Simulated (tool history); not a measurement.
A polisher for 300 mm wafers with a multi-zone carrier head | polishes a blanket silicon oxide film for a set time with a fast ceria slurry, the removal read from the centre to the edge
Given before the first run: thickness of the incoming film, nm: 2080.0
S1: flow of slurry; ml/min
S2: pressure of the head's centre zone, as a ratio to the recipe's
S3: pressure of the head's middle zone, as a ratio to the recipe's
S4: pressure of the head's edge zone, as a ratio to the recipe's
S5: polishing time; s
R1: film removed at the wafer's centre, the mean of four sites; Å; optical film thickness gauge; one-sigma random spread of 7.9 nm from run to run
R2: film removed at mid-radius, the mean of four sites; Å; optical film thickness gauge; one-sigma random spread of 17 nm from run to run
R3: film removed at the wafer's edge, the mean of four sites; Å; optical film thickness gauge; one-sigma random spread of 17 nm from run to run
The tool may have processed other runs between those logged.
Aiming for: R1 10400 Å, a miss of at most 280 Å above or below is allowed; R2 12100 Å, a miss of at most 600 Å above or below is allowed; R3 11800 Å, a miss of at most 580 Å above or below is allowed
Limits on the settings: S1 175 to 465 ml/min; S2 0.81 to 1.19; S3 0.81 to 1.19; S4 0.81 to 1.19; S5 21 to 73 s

run	hour	S1	S2	S3	S4	S5	R1	R2	R3
1	0	295	1	1	1	47	8870.5	8979.5	8633
2	8.7	295	1	1	1	58	10925	10989	10601
3	16.2	295	1	0.96	1	58	10909	10738	10772
4	18.3	290	0.98	0.98	1.02	59	10888	10801	10973
5	26.5	345	0.98	0.98	1.02	59	11052	11309	11122
6	28.7	345	0.98	0.98	1.02	68	12731	12588	12825
7	33	345	0.95	0.98	1.01	67	12167	12764	12573
8	41.8	300	0.85	0.92	0.99	64	10353	11663	11508

Exactly one of the 5 candidate moves below puts every result within its allowed miss. Which one?
A	50.6	315	0.97	0.93	0.99	59	?	?	?
B	50.6	235	0.84	0.96	0.96	68	?	?	?
C	50.6	270	0.88	1.03	0.89	63	?	?	?
D	50.6	330	0.91	0.94	0.98	59	?	?	?
E	50.6	295	0.88	0.86	1.02	65	?	?	?

move	R1	R2	R3
A	10811	10562	11055
B	10368	12076	12223
C	10277	12082	11073
D	10189	10708	11038
E	10710	10843	12304
A: lands further from the targets than the last run did
B: every result lands within tolerance
C: brings the result that was furthest off to its target, and leaves another outside
D: lands further from the targets than the last run did
E: lands further from the targets than the last run did
Answer: B
